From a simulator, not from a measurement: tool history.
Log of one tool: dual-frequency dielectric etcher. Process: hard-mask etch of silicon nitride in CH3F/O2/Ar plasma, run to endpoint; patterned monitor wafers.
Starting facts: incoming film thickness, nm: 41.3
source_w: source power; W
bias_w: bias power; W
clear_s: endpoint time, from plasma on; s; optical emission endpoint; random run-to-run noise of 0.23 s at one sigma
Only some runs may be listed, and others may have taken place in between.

run	hour	source_w	bias_w	clear_s
1	0	420	101	55.387
2	8.2	420	108	54.286
3	11.9	400	106	55.008
4	12.9	400	98	56.248
5	19.7	380	94	57.357
6	28.6	380	80	60.017

Run 7, settings as shown, results not yet in. Your forecast:
7	36.8	380	80	?

{"run 7": {"clear_s": 59.934}}

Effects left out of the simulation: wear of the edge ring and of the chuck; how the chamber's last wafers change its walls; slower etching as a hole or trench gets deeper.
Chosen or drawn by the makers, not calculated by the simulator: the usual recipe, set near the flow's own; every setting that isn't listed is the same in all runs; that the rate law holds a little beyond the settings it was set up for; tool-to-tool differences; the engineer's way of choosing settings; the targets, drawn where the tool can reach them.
